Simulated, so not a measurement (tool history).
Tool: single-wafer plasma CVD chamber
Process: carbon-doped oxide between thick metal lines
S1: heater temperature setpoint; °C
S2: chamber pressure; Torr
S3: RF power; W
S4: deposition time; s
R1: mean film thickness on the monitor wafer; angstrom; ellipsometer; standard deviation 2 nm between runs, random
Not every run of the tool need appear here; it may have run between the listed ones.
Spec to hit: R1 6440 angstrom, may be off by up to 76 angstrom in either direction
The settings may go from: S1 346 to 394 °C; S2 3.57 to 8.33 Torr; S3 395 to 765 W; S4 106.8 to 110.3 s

run,day,S1,S2,S3,S4,R1
1,0,370,5.95,580,106.8,5723.9
2,0.204,367,6.37,590,106.8,5887.6
3,0.546,364,6.72,595,106.8,6000.3
4,0.783,364,6.72,595,106.8,5981.8
5,0.842,362,7.01,600,106.8,6057
6,1.167,362,7.01,600,106.8,6054
7,1.25,361,7.22,605,106.8,6121.3
8,1.492,360,7.41,610,106.8,6193.4
9,1.658,359,7.57,615,106.8,6271.2
10,1.746,358,7.67,615,106.8,6266.9
11,1.875,357,7.79,615,106.8,6312.6
12,2.008,356,7.86,615,106.8,6321
# day 2.217: thermocouple changed; heater temperature recalibrated
13,2.217,356,7.86,615,106.8,6273.5
14,2.446,356,7.92,620,106.8,6292

Consider the 4 candidate settings below. Which is the only one whose results all fall within their allowed miss of target?
A,2.675,354,7.71,640,106.8,?
B,2.675,350,7.74,660,106.8,?
C,2.675,349,6.71,570,110.3,?
D,2.675,356,7.58,620,106.8,?

move,R1
A,6455.2
B,6678.4
C,6100.5
D,6258.2
A: in spec on every target
B: moves the result that the last run missed by most past its target, out the other side
C: moves away from the targets compared with the last run
D: moves away from the targets compared with the last run
A is the move that brings every result within its allowed miss.

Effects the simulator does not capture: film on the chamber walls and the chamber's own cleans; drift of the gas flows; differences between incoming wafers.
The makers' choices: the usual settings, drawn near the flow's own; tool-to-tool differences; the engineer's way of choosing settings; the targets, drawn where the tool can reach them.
